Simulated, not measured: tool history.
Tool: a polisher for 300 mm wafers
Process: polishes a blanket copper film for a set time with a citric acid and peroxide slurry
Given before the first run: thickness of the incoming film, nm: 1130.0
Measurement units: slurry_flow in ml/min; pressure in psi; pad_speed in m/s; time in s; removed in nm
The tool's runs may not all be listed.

run  hour  slurry_flow  pressure  pad_speed  slurry_solids  time  removed
  1   0.0          305       3.4       1.10            1.0    60   191.97
  2   2.1          305       3.4       1.36            1.0    60   237.00
  3   6.8          305       3.5       1.36            1.0    60   243.57
  4   7.6          305       3.5       1.18            1.0    60   213.28
  5  14.0          305       3.7       1.18            1.0    60   221.92
  6  17.6          305       3.9       1.18            1.0    60   226.45
  7  22.1          305       4.1       1.18            1.0    60   241.77

Predict the results of run 8:
  8  28.2          305       4.2       1.18            1.0    60        ?

Logged for run 8: removed 247.17 nm.
